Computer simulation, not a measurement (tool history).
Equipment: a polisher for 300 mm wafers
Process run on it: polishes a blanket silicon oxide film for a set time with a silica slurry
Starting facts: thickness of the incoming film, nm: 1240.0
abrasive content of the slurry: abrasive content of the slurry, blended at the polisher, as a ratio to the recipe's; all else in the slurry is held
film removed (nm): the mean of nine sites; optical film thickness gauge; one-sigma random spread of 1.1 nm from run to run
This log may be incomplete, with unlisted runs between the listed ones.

run  hour  flow of slurry (ml/min)  pressure of the wafer on the pad (kPa)  speed of the pad under the wafer (m/s)  abrasive content of the slurry  polishing time (s)  film removed (nm)
  1   0.0                      170                                    25.5                                    1.50                            1.00                  80             323.00
  2   1.5                      170                                    25.5                                    1.50                            0.80                  80             293.84
  3   5.3                      165                                    22.1                                    1.40                            0.80                  80             241.96
  4  12.1                      165                                    18.6                                    1.40                            0.80                  80             207.75
  5  17.1                      165                                    18.6                                    1.04                            0.80                  80             174.21
  6  18.0                      165                                    18.6                                    1.04                            0.65                  80             157.08
  7  23.8                      160                                    17.9                                    1.04                            0.65                  80             151.22
  8  26.3                      150                                    17.2                                    1.04                            0.65                  80             144.84
  9  34.9                      140                                    17.2                                    1.04                            0.65                  80             143.44
 10  39.3                      135                                    17.2                                    1.04                            0.65                  80             141.65
 11  48.2                      130                                    17.2                                    1.04                            0.65                  80             139.38

Run 12 comes next. What will it give?
 12  50.4                      110                                    16.5                                    1.04                            0.65                  80                  ?

{"run 12": {"film removed (nm)": 129.91}}
